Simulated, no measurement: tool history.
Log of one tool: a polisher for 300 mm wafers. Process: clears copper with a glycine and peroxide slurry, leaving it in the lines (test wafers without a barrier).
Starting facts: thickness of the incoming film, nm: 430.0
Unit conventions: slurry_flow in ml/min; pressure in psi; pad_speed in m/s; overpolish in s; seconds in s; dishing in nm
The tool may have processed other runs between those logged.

| run | day | slurry_flow | pressure | pad_speed | overpolish | seconds | dishing |
|---|---|---|---|---|---|---|---|
| 1 | 0.000 | 145 | 1.9 | 1.18 | 10 | 82.882 | 35.375 |
| 2 | 0.104 | 145 | 1.9 | 0.90 | 10 | 102.850 | 29.828 |
| 3 | 0.417 | 145 | 2.3 | 0.90 | 10 | 88.903 | 33.174 |
| 4 | 0.679 | 145 | 2.3 | 0.84 | 8 | 93.750 | 26.414 |
| 5 | 0.833 | 145 | 2.6 | 0.84 | 8 | 86.044 | 28.590 |
| 6 | 0.938 | 150 | 2.6 | 0.80 | 7 | 89.295 | 25.191 |
| 7 | 1.304 | 170 | 2.6 | 0.74 | 6 | 92.173 | 21.247 |
| 8 | 1.679 | 210 | 2.5 | 0.70 | 3 | 95.404 | 10.822 |
| 9 | 1.933 | 200 | 2.5 | 0.70 | 3 | 95.927 | 10.532 |
| 10 | 2.000 | 200 | 2.5 | 0.70 | 3 | 95.800 | 10.747 |
| 11 | 2.350 | 190 | 2.5 | 0.70 | 3 | 100.020 | 10.906 |
| 12 | 2.488 | 185 | 2.6 | 0.70 | 3 | 92.243 | 11.204 |
| 13 | 2.704 | 190 | 2.5 | 0.72 | 7 | 95.735 | 24.038 |
| 14 | 2.983 | 190 | 2.4 | 0.78 | 7 | 91.776 | 24.163 |
| 15 | 3.088 | 180 | 2.3 | 0.82 | 7 | 91.772 | 24.176 |

Run 16, settings as shown, results not yet in. Your forecast:
| 16 | 3.254 | 170 | 2.3 | 0.84 | 7 | ? | ? |

seconds: 91.864 s
dishing: 24.746 nm

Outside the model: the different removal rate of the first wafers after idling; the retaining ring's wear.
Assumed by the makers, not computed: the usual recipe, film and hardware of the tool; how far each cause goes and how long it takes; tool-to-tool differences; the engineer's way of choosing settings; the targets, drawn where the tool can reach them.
